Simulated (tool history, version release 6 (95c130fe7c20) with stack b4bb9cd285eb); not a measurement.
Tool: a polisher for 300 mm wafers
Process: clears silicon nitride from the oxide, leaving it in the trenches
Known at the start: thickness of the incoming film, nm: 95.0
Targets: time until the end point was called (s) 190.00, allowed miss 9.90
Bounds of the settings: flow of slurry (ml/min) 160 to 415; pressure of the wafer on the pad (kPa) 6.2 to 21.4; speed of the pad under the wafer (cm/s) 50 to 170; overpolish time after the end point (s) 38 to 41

run	hour	flow of slurry (ml/min)	pressure of the wafer on the pad (kPa)	speed of the pad under the wafer (cm/s)	overpolish time after the end point (s)	time until the end point was called (s)
1	0.0	265	13.8	110	38	135.16
2	8.5	265	12.4	108	38	152.33
3	15.4	265	12.4	136	38	121.03
4	22.9	315	12.4	136	38	121.36
5	28.5	315	10.3	134	38	147.53
6	31.1	315	10.3	134	38	143.96
7	37.6	315	9.0	134	38	168.12
8	42.4	315	9.0	134	38	160.87
9	48.0	315	8.3	134	38	172.41
10	49.9	315	8.3	134	38	175.54

Which of these 4 next moves meets every target?
A	51.8	345	7.6	136	41	?
B	51.8	295	8.3	144	38	?
C	51.8	320	8.3	140	38	?
D	51.8	330	9.7	124	38	?

move	time until the end point was called (s)
A	186.58
B	165.65
C	168.98
D	165.13
A: meets every target
B: further off than the last run
C: further off than the last run
D: further off than the last run
The right move is A.

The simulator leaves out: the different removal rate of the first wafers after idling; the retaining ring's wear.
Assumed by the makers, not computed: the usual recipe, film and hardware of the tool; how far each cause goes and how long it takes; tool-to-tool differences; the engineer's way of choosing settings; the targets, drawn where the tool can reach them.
